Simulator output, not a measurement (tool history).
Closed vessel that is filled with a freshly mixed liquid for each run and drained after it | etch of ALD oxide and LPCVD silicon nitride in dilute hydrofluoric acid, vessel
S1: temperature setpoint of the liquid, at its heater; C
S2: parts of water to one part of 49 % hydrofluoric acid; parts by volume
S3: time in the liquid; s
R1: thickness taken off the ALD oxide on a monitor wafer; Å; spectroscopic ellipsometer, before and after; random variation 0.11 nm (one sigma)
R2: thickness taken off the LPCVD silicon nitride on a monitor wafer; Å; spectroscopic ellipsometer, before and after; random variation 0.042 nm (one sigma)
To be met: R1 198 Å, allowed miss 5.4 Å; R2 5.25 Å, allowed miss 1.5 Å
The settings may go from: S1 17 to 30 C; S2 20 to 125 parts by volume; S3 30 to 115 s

run  hour    S1  S2  S3      R1      R2
  1     0    22  70  60   170.2  4.2739
  2   1.9  22.5  70  60  170.45  4.3871
  3   3.6    23  70  60  175.52  4.8207
  4   4.5    23  70  45   132.3  3.0403
  5   6.2    23  70  30  88.026  2.3774
  6   9.4    23  70  40  117.94  2.9337
  7    14    24  70  40  121.56  3.0919
  8  20.9    28  45  40  230.88  5.7563

4 next moves are on the table. One of them brings every result within its allowed miss. Which?
  A  27.8    17  20  30   ?   ?
  B  27.8    30  60  40   ?   ?
  C  27.8    28  75  55   ?   ?
  D  27.8  26.5  60  50   ?   ?

move      R1      R2
   A  252.28  4.8254
   B  182.79  5.3756
   C  181.98  5.2057
   D  199.03  5.3525
A: further off than the last run
B: takes the result that was furthest off past its target
C: takes the result that was furthest off past its target
D: meets every target
Move D is the one to make.
